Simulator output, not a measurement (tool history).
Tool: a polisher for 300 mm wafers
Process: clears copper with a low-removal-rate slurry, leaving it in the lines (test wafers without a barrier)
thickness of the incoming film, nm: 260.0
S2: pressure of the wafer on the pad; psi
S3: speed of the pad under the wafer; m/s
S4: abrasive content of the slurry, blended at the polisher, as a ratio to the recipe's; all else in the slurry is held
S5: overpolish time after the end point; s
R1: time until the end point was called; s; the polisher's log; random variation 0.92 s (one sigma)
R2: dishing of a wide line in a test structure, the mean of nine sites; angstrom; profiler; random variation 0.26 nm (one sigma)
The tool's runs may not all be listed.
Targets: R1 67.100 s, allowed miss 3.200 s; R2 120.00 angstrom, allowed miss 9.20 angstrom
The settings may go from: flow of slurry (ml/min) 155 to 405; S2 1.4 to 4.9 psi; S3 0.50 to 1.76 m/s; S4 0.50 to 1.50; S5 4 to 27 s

Run 1, hour 0.0: flow of slurry (ml/min) 260, S2 3.1 psi, S3 1.12 m/s, S4 1.00, S5 14 s. Result: R1 73.984 s, R2 357.36 angstrom.
Run 2, hour 5.6: flow of slurry (ml/min) 260, S2 3.1 psi, S3 1.12 m/s, S4 1.00, S5 10 s. Result: R1 73.308 s, R2 267.30 angstrom.
Run 3, hour 11.8: flow of slurry (ml/min) 260, S2 3.1 psi, S3 1.12 m/s, S4 1.00, S5 14 s. Result: R1 70.766 s, R2 369.88 angstrom.
Run 4, hour 20.2: flow of slurry (ml/min) 260, S2 3.0 psi, S3 1.16 m/s, S4 1.00, S5 12 s. Result: R1 72.687 s, R2 310.06 angstrom.
Run 5, hour 26.1: flow of slurry (ml/min) 260, S2 3.0 psi, S3 1.16 m/s, S4 1.00, S5 15 s. Result: R1 73.394 s, R2 375.95 angstrom.
Run 6, hour 29.6: flow of slurry (ml/min) 260, S2 2.7 psi, S3 1.28 m/s, S4 1.05, S5 13 s. Result: R1 71.851 s, R2 334.82 angstrom.
Run 7, hour 30.2: flow of slurry (ml/min) 260, S2 2.7 psi, S3 1.28 m/s, S4 1.05, S5 13 s. Result: R1 72.174 s, R2 333.33 angstrom.
Run 8, hour 32.5: flow of slurry (ml/min) 255, S2 2.6 psi, S3 1.36 m/s, S4 0.95, S5 11 s. Result: R1 73.560 s, R2 279.17 angstrom.
Run 9, hour 37.8: flow of slurry (ml/min) 255, S2 2.6 psi, S3 1.36 m/s, S4 0.95, S5 11 s. Result: R1 71.945 s, R2 292.66 angstrom.
Run 10, hour 46.6: flow of slurry (ml/min) 285, S2 2.4 psi, S3 1.40 m/s, S4 1.05, S5 10 s. Result: R1 72.417 s, R2 255.67 angstrom.
Run 11, hour 48.0: flow of slurry (ml/min) 310, S2 2.2 psi, S3 1.46 m/s, S4 1.15, S5 9 s. Result: R1 74.146 s, R2 239.03 angstrom.
Run 12, hour 55.5: flow of slurry (ml/min) 330, S2 2.1 psi, S3 1.52 m/s, S4 1.00, S5 8 s. Result: R1 79.171 s, R2 206.78 angstrom.
Run 13, hour 57.7: flow of slurry (ml/min) 345, S2 2.0 psi, S3 1.58 m/s, S4 1.05, S5 7 s. Result: R1 75.628 s, R2 178.44 angstrom.
Run 14, hour 59.5: flow of slurry (ml/min) 360, S2 2.1 psi, S3 1.62 m/s, S4 0.95, S5 6 s. Result: R1 72.192 s, R2 166.80 angstrom.

Which of these 4 next moves meets every target?
Run A, hour 61.3: flow of slurry (ml/min) 295, S2 2.9 psi, S3 1.24 m/s, S4 1.10, S5 4 s. Result: R1 ?, R2 ?.
Run B, hour 61.3: flow of slurry (ml/min) 390, S2 1.6 psi, S3 1.74 m/s, S4 1.15, S5 12 s. Result: R1 ?, R2 ?.
Run C, hour 61.3: flow of slurry (ml/min) 370, S2 2.4 psi, S3 1.54 m/s, S4 0.90, S5 7 s. Result: R1 ?, R2 ?.
Run D, hour 61.3: flow of slurry (ml/min) 405, S2 2.0 psi, S3 1.46 m/s, S4 1.05, S5 9 s. Result: R1 ?, R2 ?.

move      R1      R2
   A  67.272  121.32
   B  82.128  272.50
   C  66.824  205.79
   D  80.265  217.58
A: meets every target
B: further off than the last run
C: further off than the last run
D: further off than the last run
Answer: A

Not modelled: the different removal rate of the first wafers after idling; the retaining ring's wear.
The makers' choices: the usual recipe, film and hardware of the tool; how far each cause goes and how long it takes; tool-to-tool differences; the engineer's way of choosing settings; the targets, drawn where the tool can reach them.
